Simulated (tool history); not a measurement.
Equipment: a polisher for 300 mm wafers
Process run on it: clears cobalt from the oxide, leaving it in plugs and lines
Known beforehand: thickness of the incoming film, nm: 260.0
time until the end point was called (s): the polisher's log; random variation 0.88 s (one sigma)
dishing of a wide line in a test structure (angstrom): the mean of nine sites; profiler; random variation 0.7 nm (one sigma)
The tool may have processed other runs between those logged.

run  hour  flow of slurry (ml/min)  pressure of the wafer on the pad (psi)  speed of the pad under the wafer (m/s)  overpolish time after the end point (s)  time until the end point was called (s)  dishing of a wide line in a test structure (angstrom)
  1     0                      280                                     1.8                                     1.1                                       26                                   53.021                                                 612.66
  2   3.8                      280                                     1.6                                     1.1                                       26                                   59.778                                                 586.08
  3   4.7                      280                                     1.4                                     1.1                                       24                                   68.465                                                  521.2
  4   6.5                      280                                     1.3                                     1.1                                       24                                   73.639                                                 510.61
  5  13.5                      280                                     1.2                                     1.1                                       24                                   80.146                                                 481.71
  6  22.2                      335                                     1.2                                     1.1                                       24                                   78.645                                                 495.55

Run 7 has not been measured yet. What should we expect?
  7  25.2                      335                                     1.1                                     1.1                                       24                                        ?                                                      ?

Run 7 measured time until the end point was called (s) 82.871, dishing of a wide line in a test structure (angstrom) 468.78.

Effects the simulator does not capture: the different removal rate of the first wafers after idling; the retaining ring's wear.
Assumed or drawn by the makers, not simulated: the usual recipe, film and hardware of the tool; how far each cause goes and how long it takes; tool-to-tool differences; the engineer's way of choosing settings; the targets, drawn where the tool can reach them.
